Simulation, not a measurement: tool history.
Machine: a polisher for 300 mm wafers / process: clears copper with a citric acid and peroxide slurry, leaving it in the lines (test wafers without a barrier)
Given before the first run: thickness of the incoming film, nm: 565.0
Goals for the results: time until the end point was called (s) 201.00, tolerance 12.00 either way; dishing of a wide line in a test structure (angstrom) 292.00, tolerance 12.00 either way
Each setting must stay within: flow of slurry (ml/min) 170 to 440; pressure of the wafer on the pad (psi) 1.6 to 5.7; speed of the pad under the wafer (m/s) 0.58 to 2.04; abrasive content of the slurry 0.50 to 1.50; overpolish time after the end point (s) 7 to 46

run	hour	flow of slurry (ml/min)	pressure of the wafer on the pad (psi)	speed of the pad under the wafer (m/s)	abrasive content of the slurry	overpolish time after the end point (s)	time until the end point was called (s)	dishing of a wide line in a test structure (angstrom)
1	0.0	280	3.6	1.30	1.00	24	169.41	432.11
2	7.5	280	3.5	1.30	1.00	23	164.74	412.69
3	12.7	280	3.5	1.30	1.00	29	168.95	503.01
4	17.3	280	3.4	1.30	1.00	27	171.39	464.16
5	19.1	280	3.3	1.30	1.00	26	170.49	436.55
6	25.7	280	3.1	1.30	1.00	26	180.28	431.77
7	33.5	280	3.0	1.30	1.00	25	182.71	421.52
8	38.7	280	3.0	1.28	1.00	24	187.11	392.78
9	46.3	280	3.0	1.28	1.00	23	193.25	384.22
10	54.0	280	3.0	1.28	1.00	22	182.50	377.19
11	55.5	280	2.9	1.28	1.00	21	194.53	350.42
12	63.0	280	2.9	1.28	1.00	20	190.26	331.78
13	66.6	280	2.7	1.28	1.00	19	196.19	313.77

Exercise: of the 4 proposed moves below, exactly one satisfies all targets within the stated allowed misses. Which move is it?
A	70.2	220	2.5	1.42	1.00	19	?	?
B	70.2	305	3.6	1.16	0.80	21	?	?
C	70.2	295	2.6	1.26	1.05	18	?	?
D	70.2	235	3.7	1.08	0.90	23	?	?

move	time until the end point was called (s)	dishing of a wide line in a test structure (angstrom)
A	186.91	311.27
B	189.29	337.95
C	195.74	286.54
D	197.61	351.84
A: closer than the last run, but not yet in spec
B: the biggest miss grows against the last run
C: each result inside its tolerance
D: the biggest miss grows against the last run
C is the move that brings every result within its allowed miss.
